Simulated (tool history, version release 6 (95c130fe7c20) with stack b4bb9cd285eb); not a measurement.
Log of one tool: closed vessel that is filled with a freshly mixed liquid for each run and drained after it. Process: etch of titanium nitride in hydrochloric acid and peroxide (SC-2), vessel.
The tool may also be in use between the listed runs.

run,hour,temperature setpoint of the liquid (°C),parts of water to one part each of 37 % hydrochloric acid and 30 % peroxide (parts by volume),time in the liquid (s),thickness taken off the titanium nitride on a monitor wafer (Å)
1,0.0,50.0,10.5,500,157.52
2,2.4,49.5,10.5,500,153.18
3,9.4,49.0,10.5,500,148.76
4,13.1,55.0,10.5,500,220.63
5,22.5,50.0,10.5,500,157.91
6,28.6,50.0,10.5,500,158.88
7,37.9,49.5,10.5,500,152.73
8,46.9,49.0,10.5,500,148.35

The next listed run, before its measurement:
9,53.9,48.5,10.5,500,?

thickness taken off the titanium nitride on a monitor wafer (Å): 144.20
